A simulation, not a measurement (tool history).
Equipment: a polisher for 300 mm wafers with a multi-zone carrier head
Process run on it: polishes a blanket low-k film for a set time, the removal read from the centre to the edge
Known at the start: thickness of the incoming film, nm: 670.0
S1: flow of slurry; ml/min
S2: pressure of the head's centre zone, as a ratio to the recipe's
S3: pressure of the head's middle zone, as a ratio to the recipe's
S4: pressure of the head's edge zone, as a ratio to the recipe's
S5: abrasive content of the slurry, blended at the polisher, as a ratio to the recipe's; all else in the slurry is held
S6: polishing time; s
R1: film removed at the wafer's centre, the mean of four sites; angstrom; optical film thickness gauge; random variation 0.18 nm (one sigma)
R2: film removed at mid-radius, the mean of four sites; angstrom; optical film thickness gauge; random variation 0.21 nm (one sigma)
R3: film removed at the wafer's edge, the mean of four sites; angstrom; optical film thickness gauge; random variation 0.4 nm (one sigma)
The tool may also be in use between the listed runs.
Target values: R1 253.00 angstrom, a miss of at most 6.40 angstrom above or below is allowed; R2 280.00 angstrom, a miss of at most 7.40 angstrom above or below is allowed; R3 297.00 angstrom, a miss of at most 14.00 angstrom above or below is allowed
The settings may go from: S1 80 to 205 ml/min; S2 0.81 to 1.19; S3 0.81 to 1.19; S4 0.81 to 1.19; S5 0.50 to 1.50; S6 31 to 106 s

run,hour,S1,S2,S3,S4,S5,S6,R1,R2,R3
1,0.0,135,1.00,1.00,1.00,1.00,68,234.57,229.74,225.53
2,8.3,135,0.94,1.00,1.00,1.00,68,226.02,229.01,230.35
3,10.2,135,0.94,1.00,1.00,0.80,68,203.59,212.26,209.65
4,14.0,135,0.94,0.93,1.00,0.80,68,205.17,198.47,207.46
5,17.0,135,1.02,0.93,1.00,0.80,68,217.55,195.31,209.41
6,22.4,140,0.96,0.96,1.07,0.95,69,227.13,221.40,239.04
7,30.3,155,0.94,0.99,1.11,1.00,69,235.13,235.39,248.77
8,38.6,150,0.84,1.03,1.19,1.25,70,234.77,265.89,283.41
9,40.2,160,0.84,1.03,1.19,1.25,70,238.97,272.51,290.21
10,44.7,165,0.85,1.03,1.19,1.25,70,242.03,275.37,277.87
11,53.6,160,0.85,1.03,1.19,1.30,70,242.93,273.39,284.80

Pick the move, out of 4, that brings all results within their allowed miss; only one does.
A,62.5,170,0.83,0.99,1.19,1.35,68,?,?,?
B,62.5,160,0.88,0.99,1.18,1.25,70,?,?,?
C,62.5,125,0.81,1.04,1.19,1.45,70,?,?,?
D,62.5,175,0.86,1.02,1.19,1.40,69,?,?,?

move,R1,R2,R3
A,241.72,264.42,280.31
B,249.24,262.08,277.49
C,232.66,271.99,281.55
D,255.99,279.95,288.90
A: the biggest miss grows against the last run
B: gets the furthest-off result to its target, but another result is out of tolerance
C: the biggest miss grows against the last run
D: all results land within tolerance of their targets
D is the move that brings every result within its allowed miss.
